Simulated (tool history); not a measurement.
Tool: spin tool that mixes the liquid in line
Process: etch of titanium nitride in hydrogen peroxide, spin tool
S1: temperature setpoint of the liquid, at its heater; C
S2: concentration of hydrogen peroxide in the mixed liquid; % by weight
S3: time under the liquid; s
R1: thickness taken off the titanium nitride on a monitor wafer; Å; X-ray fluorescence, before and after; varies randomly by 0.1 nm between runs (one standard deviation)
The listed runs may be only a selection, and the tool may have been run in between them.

| run | hour | S1 | S2 | S3 | R1 |
|---|---|---|---|---|---|
| 1 | 0 | 49 | 17 | 300 | 163.82 |
| 2 | 3.5 | 49 | 17 | 300 | 160.55 |
| 3 | 4.2 | 49 | 14 | 300 | 152.07 |
| 4 | 6.5 | 48 | 14 | 300 | 142.33 |
| 5 | 10.4 | 47 | 14 | 300 | 132.66 |
|  | 17.5 | new drum of peroxide connected |
| 6 | 17.5 | 46.5 | 14 | 300 | 130.47 |

What will run 7 give?
| 7 | 25.9 | 46 | 14 | 300 | ? |

R1: 125.37 Å

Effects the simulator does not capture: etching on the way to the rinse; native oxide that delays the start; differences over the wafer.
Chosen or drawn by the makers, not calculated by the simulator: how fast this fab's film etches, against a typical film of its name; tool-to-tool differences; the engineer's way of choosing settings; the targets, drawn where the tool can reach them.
